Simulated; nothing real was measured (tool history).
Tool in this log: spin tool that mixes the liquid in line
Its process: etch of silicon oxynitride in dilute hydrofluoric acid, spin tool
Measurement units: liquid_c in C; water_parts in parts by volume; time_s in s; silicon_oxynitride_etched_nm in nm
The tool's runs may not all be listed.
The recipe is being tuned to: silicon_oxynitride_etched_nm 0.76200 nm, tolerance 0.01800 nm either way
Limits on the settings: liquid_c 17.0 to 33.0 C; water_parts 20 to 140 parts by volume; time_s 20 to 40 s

Run 1, hour 0.0: liquid_c 25.0 C, water_parts 75 parts by volume, time_s 40 s. Result: silicon_oxynitride_etched_nm 1.19950 nm.
Run 2, hour 3.8: liquid_c 27.5 C, water_parts 75 parts by volume, time_s 40 s. Result: silicon_oxynitride_etched_nm 1.32970 nm.
Run 3, hour 5.8: liquid_c 27.5 C, water_parts 75 parts by volume, time_s 20 s. Result: silicon_oxynitride_etched_nm 0.67068 nm.
Run 4, hour 8.6: liquid_c 27.0 C, water_parts 75 parts by volume, time_s 20 s. Result: silicon_oxynitride_etched_nm 0.66007 nm.
Run 5, hour 11.9: liquid_c 25.5 C, water_parts 75 parts by volume, time_s 20 s. Result: silicon_oxynitride_etched_nm 0.60891 nm.
Run 6, hour 15.5: liquid_c 25.5 C, water_parts 75 parts by volume, time_s 20 s. Result: silicon_oxynitride_etched_nm 0.61369 nm.
Run 7, hour 20.7: liquid_c 26.5 C, water_parts 75 parts by volume, time_s 20 s. Result: silicon_oxynitride_etched_nm 0.64071 nm.
Run 8, hour 28.0: liquid_c 28.0 C, water_parts 75 parts by volume, time_s 20 s. Result: silicon_oxynitride_etched_nm 0.68416 nm.
Run 9, hour 32.3: liquid_c 28.0 C, water_parts 70 parts by volume, time_s 20 s. Result: silicon_oxynitride_etched_nm 0.73352 nm.
At hour 38.5: hydrofluoric acid flow meter replaced.
Run 10, hour 38.5: liquid_c 29.0 C, water_parts 70 parts by volume, time_s 20 s. Result: silicon_oxynitride_etched_nm 0.69080 nm.
Run 11, hour 47.5: liquid_c 28.0 C, water_parts 70 parts by volume, time_s 20 s. Result: silicon_oxynitride_etched_nm 0.66192 nm.
Run 12, hour 54.1: liquid_c 28.0 C, water_parts 80 parts by volume, time_s 20 s. Result: silicon_oxynitride_etched_nm 0.56719 nm.
Run 13, hour 61.5: liquid_c 25.0 C, water_parts 80 parts by volume, time_s 20 s. Result: silicon_oxynitride_etched_nm 0.49825 nm.
Run 14, hour 70.0: liquid_c 27.5 C, water_parts 80 parts by volume, time_s 20 s. Result: silicon_oxynitride_etched_nm 0.55740 nm.
Run 15, hour 77.8: liquid_c 27.5 C, water_parts 75 parts by volume, time_s 20 s. Result: silicon_oxynitride_etched_nm 0.60233 nm.
Run 16, hour 82.4: liquid_c 26.0 C, water_parts 75 parts by volume, time_s 20 s. Result: silicon_oxynitride_etched_nm 0.55645 nm.
Run 17, hour 85.7: liquid_c 27.5 C, water_parts 75 parts by volume, time_s 20 s. Result: silicon_oxynitride_etched_nm 0.60332 nm.
Run 18, hour 87.3: liquid_c 27.5 C, water_parts 70 parts by volume, time_s 20 s. Result: silicon_oxynitride_etched_nm 0.65100 nm.

4 candidate next runs follow, results not yet known. Just one meets every target within its allowed miss. Identify it.
Run A, hour 88.9: liquid_c 28.0 C, water_parts 85 parts by volume, time_s 30 s. Result: silicon_oxynitride_etched_nm ?.
Run B, hour 88.9: liquid_c 29.5 C, water_parts 95 parts by volume, time_s 30 s. Result: silicon_oxynitride_etched_nm ?.
Run C, hour 88.9: liquid_c 28.0 C, water_parts 65 parts by volume, time_s 20 s. Result: silicon_oxynitride_etched_nm ?.
Run D, hour 88.9: liquid_c 33.0 C, water_parts 80 parts by volume, time_s 20 s. Result: silicon_oxynitride_etched_nm ?.

move  silicon_oxynitride_etched_nm
   A                       0.80292
   B                       0.76174
   C                       0.71375
   D                       0.71681
A: takes the biggest miss from the last run beyond its target
B: meets every target
C: gains on the last run, yet a result remains outside its allowed miss
D: gains on the last run, yet a result remains outside its allowed miss
B is the move that brings every result within its allowed miss.

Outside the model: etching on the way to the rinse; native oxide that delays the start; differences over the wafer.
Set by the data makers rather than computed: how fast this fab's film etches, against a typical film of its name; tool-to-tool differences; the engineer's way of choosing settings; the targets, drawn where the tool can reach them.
